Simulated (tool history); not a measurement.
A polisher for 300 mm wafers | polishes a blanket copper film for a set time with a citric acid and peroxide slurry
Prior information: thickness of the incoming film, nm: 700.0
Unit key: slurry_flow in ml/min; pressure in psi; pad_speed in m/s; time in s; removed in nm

run  hour  slurry_flow  pressure  pad_speed  slurry_solids  time  removed
  1   0.0          255       3.5       1.20           1.00    46   123.53
  2   1.1          300       3.5       1.20           1.00    46   124.67
  3   6.8          325       3.5       1.20           1.00    46   125.62
  4  12.7          325       3.5       1.20           1.10    46   128.16
  5  17.9          325       3.5       1.20           1.10    41   113.41
  6  24.8          325       3.5       1.20           1.25    41   118.27
  7  33.1          325       3.7       1.20           1.25    41   124.72

Estimate the outcome of run 8 from the log above:
  8  39.0          325       3.8       1.20           1.25    41        ?

removed: 125.29 nm
